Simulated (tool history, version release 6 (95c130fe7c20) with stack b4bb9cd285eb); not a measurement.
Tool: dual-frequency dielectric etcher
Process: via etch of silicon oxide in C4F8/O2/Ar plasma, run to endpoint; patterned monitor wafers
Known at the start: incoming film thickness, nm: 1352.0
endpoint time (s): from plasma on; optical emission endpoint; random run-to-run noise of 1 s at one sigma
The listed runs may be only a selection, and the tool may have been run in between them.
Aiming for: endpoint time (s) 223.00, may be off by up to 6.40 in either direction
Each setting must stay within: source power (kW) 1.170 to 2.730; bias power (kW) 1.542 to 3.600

Run 1, hour 0.0: source power (kW) 1.950, bias power (kW) 2.571. Result: endpoint time (s) 256.70.
Run 2, hour 5.7: source power (kW) 1.950, bias power (kW) 3.011. Result: endpoint time (s) 246.26.
Run 3, hour 9.5: source power (kW) 2.000, bias power (kW) 3.040. Result: endpoint time (s) 242.35.
Run 4, hour 10.2: source power (kW) 2.000, bias power (kW) 2.790. Result: endpoint time (s) 246.31.
Run 5, hour 14.2: source power (kW) 2.000, bias power (kW) 2.601. Result: endpoint time (s) 254.05.
Run 6, hour 20.5: source power (kW) 2.070, bias power (kW) 2.638. Result: endpoint time (s) 250.34.
Run 7, hour 21.6: source power (kW) 2.130, bias power (kW) 2.687. Result: endpoint time (s) 245.38.
Run 8, hour 28.0: source power (kW) 2.180, bias power (kW) 2.719. Result: endpoint time (s) 239.87.
Run 9, hour 31.6: source power (kW) 2.210, bias power (kW) 2.735. Result: endpoint time (s) 239.91.
Run 10, hour 34.5: source power (kW) 2.250, bias power (kW) 2.757. Result: endpoint time (s) 237.45.
Run 11, hour 36.1: source power (kW) 2.280, bias power (kW) 2.776. Result: endpoint time (s) 236.80.
Run 12, hour 38.1: source power (kW) 2.310, bias power (kW) 2.798. Result: endpoint time (s) 233.77.
Run 13, hour 42.5: source power (kW) 2.340, bias power (kW) 2.813. Result: endpoint time (s) 233.78.
Run 14, hour 50.0: source power (kW) 2.370, bias power (kW) 2.832. Result: endpoint time (s) 229.68.
Run 15, hour 50.8: source power (kW) 2.390, bias power (kW) 2.840. Result: endpoint time (s) 230.32.

Consider the 5 candidate settings below. Which is the only one whose results all fall within their allowed miss of target?
Run A, hour 51.6: source power (kW) 2.330, bias power (kW) 2.684. Result: endpoint time (s) ?.
Run B, hour 51.6: source power (kW) 1.850, bias power (kW) 3.600. Result: endpoint time (s) ?.
Run C, hour 51.6: source power (kW) 2.470, bias power (kW) 3.600. Result: endpoint time (s) ?.
Run D, hour 51.6: source power (kW) 2.430, bias power (kW) 3.074. Result: endpoint time (s) ?.
Run E, hour 51.6: source power (kW) 2.240, bias power (kW) 2.744. Result: endpoint time (s) ?.

move  endpoint time (s)
   A             234.93
   B             239.82
   C             211.94
   D             222.75
   E             237.60
A: further off than the last run
B: further off than the last run
C: takes the result that was furthest off past its target
D: every result within its allowed miss
E: further off than the last run
The right move is D.
